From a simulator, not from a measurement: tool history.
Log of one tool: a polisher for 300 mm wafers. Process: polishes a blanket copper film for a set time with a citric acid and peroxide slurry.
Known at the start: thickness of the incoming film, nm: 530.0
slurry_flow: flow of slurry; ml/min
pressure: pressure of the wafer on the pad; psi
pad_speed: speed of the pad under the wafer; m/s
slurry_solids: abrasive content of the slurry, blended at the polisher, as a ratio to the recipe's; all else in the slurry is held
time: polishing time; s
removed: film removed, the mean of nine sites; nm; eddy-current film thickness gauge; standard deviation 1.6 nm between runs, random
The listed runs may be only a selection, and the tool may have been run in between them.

run	hour	slurry_flow	pressure	pad_speed	slurry_solids	time	removed
1	0	305	3.7	1.1	1	89	262.63
2	3.5	305	3.7	1.1	1	89	258.88
3	10.8	305	3.7	1.3	1	89	304.76
4	12.8	305	3.2	1.22	1	89	249.28
5	15.1	305	3.2	1.22	0.85	89	240.84
6	19.4	305	3.2	1.44	0.85	89	275.7

For run 7, what comes out?
7	26	305	2.8	1.34	0.85	89	?

removed: 231.3 nm

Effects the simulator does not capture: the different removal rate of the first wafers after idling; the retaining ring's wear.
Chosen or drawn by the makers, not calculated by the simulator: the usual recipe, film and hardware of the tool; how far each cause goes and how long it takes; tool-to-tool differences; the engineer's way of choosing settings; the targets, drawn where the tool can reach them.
